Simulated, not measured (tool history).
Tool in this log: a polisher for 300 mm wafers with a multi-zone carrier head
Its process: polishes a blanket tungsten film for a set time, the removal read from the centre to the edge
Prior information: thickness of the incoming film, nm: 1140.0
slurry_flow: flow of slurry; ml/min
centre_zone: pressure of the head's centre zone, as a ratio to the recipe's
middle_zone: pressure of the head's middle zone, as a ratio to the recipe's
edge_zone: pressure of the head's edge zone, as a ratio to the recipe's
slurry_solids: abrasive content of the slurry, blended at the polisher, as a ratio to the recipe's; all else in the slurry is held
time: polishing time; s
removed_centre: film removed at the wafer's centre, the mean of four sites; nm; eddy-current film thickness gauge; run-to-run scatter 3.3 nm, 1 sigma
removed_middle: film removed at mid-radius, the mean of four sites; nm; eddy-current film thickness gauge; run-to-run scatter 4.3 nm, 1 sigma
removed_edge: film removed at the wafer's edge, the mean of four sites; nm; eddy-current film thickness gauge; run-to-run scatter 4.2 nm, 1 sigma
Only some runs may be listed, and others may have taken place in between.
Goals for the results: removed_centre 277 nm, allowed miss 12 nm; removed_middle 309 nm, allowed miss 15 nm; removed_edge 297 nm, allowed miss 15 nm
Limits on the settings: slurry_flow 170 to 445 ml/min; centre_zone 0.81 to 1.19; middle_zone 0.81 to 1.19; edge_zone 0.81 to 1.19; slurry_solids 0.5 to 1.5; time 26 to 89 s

| run | hour | slurry_flow | centre_zone | middle_zone | edge_zone | slurry_solids | time | removed_centre | removed_middle | removed_edge |
|---|---|---|---|---|---|---|---|---|---|---|
| 1 | 0 | 285 | 1 | 1 | 1 | 1 | 57 | 412.44 | 406.83 | 411.2 |
| 2 | 5.8 | 285 | 0.99 | 1 | 0.99 | 0.95 | 56 | 394.62 | 389.73 | 397.26 |
| 3 | 10.4 | 215 | 0.99 | 1 | 0.99 | 0.95 | 56 | 390.63 | 380.68 | 388.36 |
| 4 | 12.7 | 215 | 0.99 | 1 | 1.05 | 0.95 | 56 | 377.98 | 378.37 | 403.7 |
| 5 | 20.5 | 215 | 0.98 | 1.01 | 1.04 | 0.9 | 55 | 369.53 | 371.6 | 384.47 |
| 6 | 24.1 | 215 | 1.05 | 1.01 | 1.04 | 0.9 | 55 | 392.14 | 365.3 | 383.41 |
| 7 | 26.9 | 215 | 1.03 | 1.02 | 1.04 | 0.85 | 54 | 384.48 | 363.56 | 365.41 |
| 8 | 31.8 | 215 | 1.01 | 1.02 | 1.04 | 0.8 | 53 | 364.08 | 353.29 | 363.5 |
| 9 | 36.8 | 215 | 1 | 1.03 | 1.04 | 0.75 | 52 | 346.73 | 344.79 | 345.58 |

Exactly one of the 5 candidate moves below puts every result within its allowed miss. Which one?
| A | 41.8 | 170 | 0.93 | 1.07 | 1 | 1 | 44 | ? | ? | ? |
| B | 41.8 | 195 | 0.98 | 1.14 | 1.03 | 0.85 | 48 | ? | ? | ? |
| C | 41.8 | 280 | 1.19 | 0.86 | 1 | 0.95 | 50 | ? | ? | ? |
| D | 41.8 | 250 | 0.95 | 1 | 1.07 | 0.65 | 59 | ? | ? | ? |
| E | 41.8 | 260 | 1.06 | 1.06 | 1.01 | 0.7 | 46 | ? | ? | ? |

| move | removed_centre | removed_middle | removed_edge |
|---|---|---|---|
| A | 277.4 | 316.26 | 304.67 |
| B | 311.64 | 358.4 | 329.32 |
| C | 412.31 | 317.66 | 362 |
| D | 363.56 | 382.09 | 397.12 |
| E | 317.13 | 320.18 | 307.37 |
A: meets every target
B: an improvement on the last run, though not all results are within tolerance
C: lands further from the targets than the last run did
D: lands further from the targets than the last run did
E: an improvement on the last run, though not all results are within tolerance
A is the move that brings every result within its allowed miss.

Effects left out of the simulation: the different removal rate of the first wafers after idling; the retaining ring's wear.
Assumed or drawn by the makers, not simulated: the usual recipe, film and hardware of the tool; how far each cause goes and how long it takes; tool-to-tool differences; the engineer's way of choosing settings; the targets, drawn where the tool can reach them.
